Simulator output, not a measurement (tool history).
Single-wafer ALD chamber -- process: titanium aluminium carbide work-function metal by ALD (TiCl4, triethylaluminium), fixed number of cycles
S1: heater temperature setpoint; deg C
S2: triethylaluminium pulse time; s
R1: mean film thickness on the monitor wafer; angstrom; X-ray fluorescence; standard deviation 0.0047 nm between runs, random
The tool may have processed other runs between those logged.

run	day	S1	S2	R1
1	0	300	11.35	20.866
2	0.154	295	11.35	20.495
3	0.467	290	11.35	20.11
4	0.642	294	11.35	20.336
# day 0.846: thermocouple changed; heater temperature recalibrated
5	0.846	292	11.04	20.424
6	1	292	13.28	20.848
7	1.067	292	13.28	20.874
8	1.433	289	12.64	20.563
9	1.462	287	11.97	20.281
10	1.542	285	11.42	20.149

Run 11, settings as shown, results not yet in. Your forecast:
11	1.817	276	10.05	?

R1: 18.964 angstrom
